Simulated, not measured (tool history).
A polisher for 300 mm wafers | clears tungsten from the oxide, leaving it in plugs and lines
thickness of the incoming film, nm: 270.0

| run | hour | flow of slurry (ml/min) | pressure of the wafer on the pad (kPa) | speed of the pad under the wafer (cm/s) | abrasive content of the slurry | overpolish time after the end point (s) | time until the end point was called (s) |
|---|---|---|---|---|---|---|---|
| 1 | 0.0 | 295 | 20.7 | 130 | 1.0 | 28 | 51.609 |
| 2 | 7.1 | 295 | 19.3 | 122 | 1.0 | 28 | 59.038 |
| 3 | 10.7 | 295 | 17.9 | 116 | 1.0 | 28 | 66.078 |
| 4 | 18.3 | 295 | 13.1 | 116 | 1.0 | 28 | 84.653 |
| 5 | 23.9 | 295 | 13.1 | 128 | 1.0 | 28 | 75.708 |
| 6 | 31.6 | 295 | 13.1 | 128 | 1.0 | 30 | 78.956 |
| 7 | 39.1 | 295 | 12.4 | 122 | 1.0 | 30 | 83.228 |
| 8 | 45.5 | 295 | 11.7 | 116 | 1.0 | 30 | 92.786 |

Forecast run 9:
| 9 | 47.9 | 295 | 11.7 | 112 | 1.0 | 30 | ? |

Run 9 gave time until the end point was called (s) 96.428.
